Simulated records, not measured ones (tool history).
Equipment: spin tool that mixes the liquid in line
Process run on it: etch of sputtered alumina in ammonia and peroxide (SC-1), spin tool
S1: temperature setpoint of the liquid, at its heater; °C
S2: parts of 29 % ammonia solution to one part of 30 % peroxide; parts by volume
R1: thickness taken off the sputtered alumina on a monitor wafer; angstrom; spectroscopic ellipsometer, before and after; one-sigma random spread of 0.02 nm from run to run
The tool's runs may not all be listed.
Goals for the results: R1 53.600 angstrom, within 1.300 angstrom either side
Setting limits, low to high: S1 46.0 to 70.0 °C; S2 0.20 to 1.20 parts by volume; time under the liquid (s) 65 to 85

run 1 day=0.000 | S1=62.0 S2=1.00 time_under_the_liquid_(s)=85 | R1=104.740
run 2 day=0.296 | S1=62.0 S2=1.20 time_under_the_liquid_(s)=85 | R1=107.170
run 3 day=0.333 | S1=62.0 S2=1.20 time_under_the_liquid_(s)=85 | R1=107.050
run 4 day=0.521 | S1=62.0 S2=1.20 time_under_the_liquid_(s)=85 | R1=106.890
run 5 day=0.633 | S1=62.0 S2=1.20 time_under_the_liquid_(s)=85 | R1=106.870
run 6 day=0.904 | S1=66.0 S2=1.20 time_under_the_liquid_(s)=85 | R1=130.460
run 7 day=0.967 | S1=64.0 S2=1.20 time_under_the_liquid_(s)=85 | R1=117.850
run 8 day=1.296 | S1=56.0 S2=1.15 time_under_the_liquid_(s)=85 | R1=78.606
run 9 day=1.462 | S1=55.0 S2=1.15 time_under_the_liquid_(s)=85 | R1=73.802
run 10 day=1.700 | S1=54.5 S2=1.15 time_under_the_liquid_(s)=85 | R1=72.126
run 11 day=1.954 | S1=54.5 S2=1.15 time_under_the_liquid_(s)=85 | R1=72.597
run 12 day=2.067 | S1=47.5 S2=1.15 time_under_the_liquid_(s)=85 | R1=49.584

Which of these 4 next moves meets every target?
run A day=2.179 | S1=50.5 S2=0.85 time_under_the_liquid_(s)=85 | R1=?
run B day=2.179 | S1=54.0 S2=1.20 time_under_the_liquid_(s)=65 | R1=?
run C day=2.179 | S1=51.5 S2=0.80 time_under_the_liquid_(s)=80 | R1=?
run D day=2.179 | S1=50.0 S2=1.20 time_under_the_liquid_(s)=85 | R1=?

move=A R1=56.767
move=B R1=54.207
move=C R1=56.101
move=D R1=57.071
A: pushes the last run's worst result past its target
B: every result within its allowed miss
C: pushes the last run's worst result past its target
D: pushes the last run's worst result past its target
So the answer is move B, the one that meets all the targets.
